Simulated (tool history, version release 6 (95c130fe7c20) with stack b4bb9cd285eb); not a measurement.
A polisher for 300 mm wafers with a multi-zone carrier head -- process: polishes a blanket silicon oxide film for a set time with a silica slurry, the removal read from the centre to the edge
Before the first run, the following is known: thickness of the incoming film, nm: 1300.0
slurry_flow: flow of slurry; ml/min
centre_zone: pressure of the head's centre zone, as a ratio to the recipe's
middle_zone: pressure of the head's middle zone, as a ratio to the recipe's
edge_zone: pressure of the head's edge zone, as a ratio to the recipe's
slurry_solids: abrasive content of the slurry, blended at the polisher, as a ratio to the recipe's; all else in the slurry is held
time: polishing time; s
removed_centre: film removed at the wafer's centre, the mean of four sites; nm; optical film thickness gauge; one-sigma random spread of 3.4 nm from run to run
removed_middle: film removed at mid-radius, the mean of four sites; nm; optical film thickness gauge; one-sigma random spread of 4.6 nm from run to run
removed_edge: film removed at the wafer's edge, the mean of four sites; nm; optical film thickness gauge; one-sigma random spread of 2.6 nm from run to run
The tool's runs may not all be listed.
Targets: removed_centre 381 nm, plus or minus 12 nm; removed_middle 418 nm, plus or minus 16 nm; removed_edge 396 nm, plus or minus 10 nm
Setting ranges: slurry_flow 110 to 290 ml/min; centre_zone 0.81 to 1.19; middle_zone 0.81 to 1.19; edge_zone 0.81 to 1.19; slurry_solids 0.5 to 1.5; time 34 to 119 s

{"run": 1, "hour": 0.0, "slurry_flow": 185, "centre_zone": 1, "middle_zone": 1, "edge_zone": 1, "slurry_solids": 1, "time": 76, "removed_centre": 304.63, "removed_middle": 306.76, "removed_edge": 319.16}
{"run": 2, "hour": 5.6, "slurry_flow": 185, "centre_zone": 1, "middle_zone": 1, "edge_zone": 0.94, "slurry_solids": 1, "time": 76, "removed_centre": 315.63, "removed_middle": 297.64, "removed_edge": 312.38}
{"run": 3, "hour": 13.3, "slurry_flow": 185, "centre_zone": 1, "middle_zone": 0.93, "edge_zone": 0.94, "slurry_solids": 1, "time": 76, "removed_centre": 307.96, "removed_middle": 285.09, "removed_edge": 309.54}
{"run": 4, "hour": 14.7, "slurry_flow": 185, "centre_zone": 1, "middle_zone": 0.87, "edge_zone": 0.94, "slurry_solids": 1, "time": 76, "removed_centre": 310.58, "removed_middle": 273.07, "removed_edge": 314.07}
{"run": 5, "hour": 16.3, "slurry_flow": 205, "centre_zone": 1.01, "middle_zone": 0.95, "edge_zone": 0.99, "slurry_solids": 1.1, "time": 76, "removed_centre": 340.65, "removed_middle": 318.03, "removed_edge": 334.62}
{"run": 6, "hour": 17.5, "slurry_flow": 215, "centre_zone": 1, "middle_zone": 0.98, "edge_zone": 1.04, "slurry_solids": 1.15, "time": 76, "removed_centre": 342.98, "removed_middle": 334.88, "removed_edge": 357.74}
{"run": 7, "hour": 22.9, "slurry_flow": 230, "centre_zone": 1, "middle_zone": 1.03, "edge_zone": 1.06, "slurry_solids": 1.15, "time": 76, "removed_centre": 352.08, "removed_middle": 345.37, "removed_edge": 359.85}
{"run": 8, "hour": 29.4, "slurry_flow": 235, "centre_zone": 0.99, "middle_zone": 1.08, "edge_zone": 1.07, "slurry_solids": 1.2, "time": 76, "removed_centre": 357.11, "removed_middle": 375.41, "removed_edge": 377.1}
{"run": 9, "hour": 35.3, "slurry_flow": 245, "centre_zone": 0.99, "middle_zone": 1.1, "edge_zone": 1.08, "slurry_solids": 1.2, "time": 76, "removed_centre": 353.62, "removed_middle": 381.62, "removed_edge": 372.92}

Which one of the following 5 next-run settings gets every result inside its allowed miss? There is exactly one.
{"run": "A", "hour": 41.2, "slurry_flow": 270, "centre_zone": 0.97, "middle_zone": 1.19, "edge_zone": 1.13, "slurry_solids": 1.05, "time": 84, "removed_centre": "?", "removed_middle": "?", "removed_edge": "?"}
{"run": "B", "hour": 41.2, "slurry_flow": 245, "centre_zone": 1.02, "middle_zone": 1.16, "edge_zone": 1.11, "slurry_solids": 1.4, "time": 69, "removed_centre": "?", "removed_middle": "?", "removed_edge": "?"}
{"run": "C", "hour": 41.2, "slurry_flow": 255, "centre_zone": 0.99, "middle_zone": 1.15, "edge_zone": 1.07, "slurry_solids": 1.25, "time": 79, "removed_centre": "?", "removed_middle": "?", "removed_edge": "?"}
{"run": "D", "hour": 41.2, "slurry_flow": 250, "centre_zone": 1.06, "middle_zone": 1.12, "edge_zone": 1.03, "slurry_solids": 1.15, "time": 78, "removed_centre": "?", "removed_middle": "?", "removed_edge": "?"}
{"run": "E", "hour": 41.2, "slurry_flow": 235, "centre_zone": 0.99, "middle_zone": 1.14, "edge_zone": 1.06, "slurry_solids": 1.2, "time": 75, "removed_centre": "?", "removed_middle": "?", "removed_edge": "?"}

move=A removed_centre=365.46 removed_middle=416.83 removed_edge=399.7
move=B removed_centre=360.67 removed_middle=382.96 removed_edge=373.23
move=C removed_centre=382.33 removed_middle=415.15 removed_edge=399.68
move=D removed_centre=386.56 removed_middle=383.08 removed_edge=370.71
move=E removed_centre=351.91 removed_middle=379.69 removed_edge=367.5
A: the furthest-off result lands on target, but another misses its tolerance
B: roughly where the last run was
C: every result within its allowed miss
D: its largest miss is bigger than the last run's
E: its largest miss is bigger than the last run's
C meets every target.
